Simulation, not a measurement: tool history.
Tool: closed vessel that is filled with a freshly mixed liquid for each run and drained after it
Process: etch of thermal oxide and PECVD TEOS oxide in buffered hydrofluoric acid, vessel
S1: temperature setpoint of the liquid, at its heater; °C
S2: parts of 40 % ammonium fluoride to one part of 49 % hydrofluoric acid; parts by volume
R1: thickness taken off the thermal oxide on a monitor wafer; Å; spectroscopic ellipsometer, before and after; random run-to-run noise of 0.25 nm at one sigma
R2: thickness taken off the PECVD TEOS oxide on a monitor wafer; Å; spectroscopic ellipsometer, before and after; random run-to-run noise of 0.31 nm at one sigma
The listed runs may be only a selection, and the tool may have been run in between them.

run 1 day=0 | S1=23 S2=12.5 time_in_the_liquid_(s)=60 | R1=518.23 R2=633.26
run 2 day=0.204 | S1=21.5 S2=13 time_in_the_liquid_(s)=60 | R1=453.11 R2=550.72
run 3 day=0.312 | S1=20.5 S2=13.5 time_in_the_liquid_(s)=60 | R1=414.85 R2=507.5
run 4 day=0.446 | S1=19.5 S2=14 time_in_the_liquid_(s)=60 | R1=376.74 R2=465.88
run 5 day=0.583 | S1=19 S2=14.5 time_in_the_liquid_(s)=60 | R1=358.88 R2=434.05
run 6 day=0.746 | S1=20.5 S2=14.5 time_in_the_liquid_(s)=60 | R1=389.59 R2=472.77
run 7 day=0.946 | S1=19.5 S2=14.5 time_in_the_liquid_(s)=60 | R1=371.6 R2=444.98
run 8 day=1.121 | S1=19 S2=14.5 time_in_the_liquid_(s)=60 | R1=356.78 R2=441.73
run 9 day=1.438 | S1=18.5 S2=15 time_in_the_liquid_(s)=60 | R1=332.29 R2=410.32

Run 10 has not been measured yet. What should we expect?
run 10 day=1.617 | S1=18 S2=15 time_in_the_liquid_(s)=60 | R1=? R2=?

R1: 323.26 Å
R2: 401.25 Å

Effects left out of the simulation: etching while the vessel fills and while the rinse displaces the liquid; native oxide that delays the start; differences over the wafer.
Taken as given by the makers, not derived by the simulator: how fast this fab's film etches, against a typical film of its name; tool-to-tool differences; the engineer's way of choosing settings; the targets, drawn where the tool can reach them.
